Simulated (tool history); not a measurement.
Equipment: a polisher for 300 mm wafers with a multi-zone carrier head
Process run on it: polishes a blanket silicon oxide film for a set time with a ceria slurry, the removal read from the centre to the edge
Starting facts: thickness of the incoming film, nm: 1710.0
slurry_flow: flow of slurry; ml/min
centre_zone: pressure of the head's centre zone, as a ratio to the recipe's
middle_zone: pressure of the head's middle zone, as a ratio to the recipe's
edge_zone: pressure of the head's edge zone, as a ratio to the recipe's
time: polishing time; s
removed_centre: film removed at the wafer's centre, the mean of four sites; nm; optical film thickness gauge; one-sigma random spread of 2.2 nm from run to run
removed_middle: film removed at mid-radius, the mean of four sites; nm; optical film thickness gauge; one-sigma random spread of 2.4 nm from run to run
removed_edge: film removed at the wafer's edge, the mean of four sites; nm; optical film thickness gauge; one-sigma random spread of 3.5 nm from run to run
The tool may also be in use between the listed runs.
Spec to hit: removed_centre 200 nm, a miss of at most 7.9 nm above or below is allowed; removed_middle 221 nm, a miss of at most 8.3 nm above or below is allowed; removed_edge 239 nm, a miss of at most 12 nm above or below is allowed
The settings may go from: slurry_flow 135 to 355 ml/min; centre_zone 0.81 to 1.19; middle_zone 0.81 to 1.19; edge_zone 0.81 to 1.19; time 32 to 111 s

Run 1, hour 0: slurry_flow 225 ml/min, centre_zone 1, middle_zone 1, edge_zone 1, time 71 s. Result: removed_centre 325.1 nm, removed_middle 324.09 nm, removed_edge 334.27 nm.
Run 2, hour 2.4: slurry_flow 220 ml/min, centre_zone 0.98, middle_zone 0.99, edge_zone 0.99, time 68 s. Result: removed_centre 301.42 nm, removed_middle 309.92 nm, removed_edge 319.85 nm.
Run 3, hour 5.1: slurry_flow 220 ml/min, centre_zone 0.97, middle_zone 0.98, edge_zone 0.98, time 66 s. Result: removed_centre 292.41 nm, removed_middle 296.08 nm, removed_edge 303.46 nm.
Run 4, hour 12.9: slurry_flow 215 ml/min, centre_zone 0.95, middle_zone 0.97, edge_zone 0.98, time 64 s. Result: removed_centre 276.91 nm, removed_middle 285.11 nm, removed_edge 293.58 nm.
Run 5, hour 21.8: slurry_flow 215 ml/min, centre_zone 0.95, middle_zone 0.97, edge_zone 0.93, time 64 s. Result: removed_centre 274.86 nm, removed_middle 279.04 nm, removed_edge 293.84 nm.
Run 6, hour 29.4: slurry_flow 210 ml/min, centre_zone 0.93, middle_zone 0.96, edge_zone 0.93, time 62 s. Result: removed_centre 255.8 nm, removed_middle 273.1 nm, removed_edge 280 nm.
Run 7, hour 34.9: slurry_flow 205 ml/min, centre_zone 0.92, middle_zone 0.95, edge_zone 0.93, time 61 s. Result: removed_centre 254.64 nm, removed_middle 264.85 nm, removed_edge 279.11 nm.
Run 8, hour 41.8: slurry_flow 205 ml/min, centre_zone 0.91, middle_zone 0.94, edge_zone 0.93, time 60 s. Result: removed_centre 245 nm, removed_middle 259.7 nm, removed_edge 268.42 nm.
Run 9, hour 46.4: slurry_flow 200 ml/min, centre_zone 0.9, middle_zone 0.93, edge_zone 0.93, time 60 s. Result: removed_centre 244.13 nm, removed_middle 255.91 nm, removed_edge 272.6 nm.
Run 10, hour 51.2: slurry_flow 200 ml/min, centre_zone 0.89, middle_zone 0.93, edge_zone 0.93, time 59 s. Result: removed_centre 234.67 nm, removed_middle 248.66 nm, removed_edge 267.59 nm.
Run 11, hour 56.2: slurry_flow 200 ml/min, centre_zone 0.88, middle_zone 0.93, edge_zone 0.92, time 58 s. Result: removed_centre 227.82 nm, removed_middle 248.21 nm, removed_edge 255.93 nm.
Run 12, hour 59.4: slurry_flow 195 ml/min, centre_zone 0.87, middle_zone 0.92, edge_zone 0.92, time 58 s. Result: removed_centre 226.95 nm, removed_middle 246.29 nm, removed_edge 257.36 nm.
Run 13, hour 62.6: slurry_flow 180 ml/min, centre_zone 0.81, middle_zone 0.87, edge_zone 0.9, time 52 s. Result: removed_centre 184.93 nm, removed_middle 207.1 nm, removed_edge 225.57 nm.
Run 14, hour 69.4: slurry_flow 180 ml/min, centre_zone 0.81, middle_zone 0.87, edge_zone 0.9, time 52 s. Result: removed_centre 185.64 nm, removed_middle 207.65 nm, removed_edge 223.58 nm.
Run 15, hour 71.1: slurry_flow 185 ml/min, centre_zone 0.81, middle_zone 0.87, edge_zone 0.91, time 52 s. Result: removed_centre 187.54 nm, removed_middle 206.4 nm, removed_edge 231.18 nm.
At hour 78.4: slurry nozzle cleaned.
Run 16, hour 78.4: slurry_flow 220 ml/min, centre_zone 0.84, middle_zone 0.93, edge_zone 0.91, time 53 s. Result: removed_centre 211.93 nm, removed_middle 233.65 nm, removed_edge 244.43 nm.
Run 17, hour 80.6: slurry_flow 215 ml/min, centre_zone 0.84, middle_zone 0.93, edge_zone 0.91, time 53 s. Result: removed_centre 208.6 nm, removed_middle 237.42 nm, removed_edge 240.3 nm.
Run 18, hour 81.8: slurry_flow 210 ml/min, centre_zone 0.84, middle_zone 0.93, edge_zone 0.91, time 53 s. Result: removed_centre 209.58 nm, removed_middle 233.8 nm, removed_edge 244.78 nm.
Run 19, hour 88.8: slurry_flow 205 ml/min, centre_zone 0.84, middle_zone 0.93, edge_zone 0.91, time 53 s. Result: removed_centre 211.08 nm, removed_middle 232.99 nm, removed_edge 239.08 nm.
Run 20, hour 90.8: slurry_flow 200 ml/min, centre_zone 0.84, middle_zone 0.92, edge_zone 0.91, time 53 s. Result: removed_centre 207.95 nm, removed_middle 229.59 nm, removed_edge 241.9 nm.
Run 21, hour 92.5: slurry_flow 195 ml/min, centre_zone 0.84, middle_zone 0.92, edge_zone 0.91, time 53 s. Result: removed_centre 204.68 nm, removed_middle 230.65 nm, removed_edge 242.03 nm.

Which of these 4 next moves meets every target?
Run A, hour 94.2: slurry_flow 150 ml/min, centre_zone 0.86, middle_zone 0.94, edge_zone 1.01, time 52 s. Result: removed_centre ?, removed_middle ?, removed_edge ?.
Run B, hour 94.2: slurry_flow 135 ml/min, centre_zone 0.81, middle_zone 0.99, edge_zone 0.85, time 56 s. Result: removed_centre ?, removed_middle ?, removed_edge ?.
Run C, hour 94.2: slurry_flow 180 ml/min, centre_zone 0.84, middle_zone 0.97, edge_zone 0.86, time 53 s. Result: removed_centre ?, removed_middle ?, removed_edge ?.
Run D, hour 94.2: slurry_flow 285 ml/min, centre_zone 0.83, middle_zone 0.95, edge_zone 0.94, time 52 s. Result: removed_centre ?, removed_middle ?, removed_edge ?.

move  removed_centre  removed_middle  removed_edge
   A          201.17          225.49        250.97
   B          200.87           250.3         246.8
   C          205.35          241.34        241.08
   D           209.8          243.91        255.27
A: hits every target within its allowed miss
B: misses by more than the last run did
C: misses by more than the last run did
D: misses by more than the last run did
A is the move that brings every result within its allowed miss.
